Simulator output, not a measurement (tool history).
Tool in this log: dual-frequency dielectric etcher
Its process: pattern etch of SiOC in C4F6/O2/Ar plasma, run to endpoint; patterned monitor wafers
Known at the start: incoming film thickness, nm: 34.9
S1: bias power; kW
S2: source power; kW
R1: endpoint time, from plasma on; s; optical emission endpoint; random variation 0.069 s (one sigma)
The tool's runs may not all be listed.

Run 1, day 0.000: S1 0.430 kW, S2 0.450 kW. Result: R1 12.610 s.
Run 2, day 0.050: S1 0.430 kW, S2 0.390 kW. Result: R1 13.060 s.
Run 3, day 0.417: S1 0.498 kW, S2 0.390 kW. Result: R1 12.552 s.
Run 4, day 0.642: S1 0.454 kW, S2 0.390 kW. Result: R1 12.709 s.
Run 5, day 0.942: S1 0.384 kW, S2 0.390 kW. Result: R1 13.581 s.
Run 6, day 1.017: S1 0.419 kW, S2 0.390 kW. Result: R1 13.206 s.

For run 7, what comes out?
Run 7, day 1.183: S1 0.452 kW, S2 0.420 kW. Result: R1 ?.

R1: 12.722 s
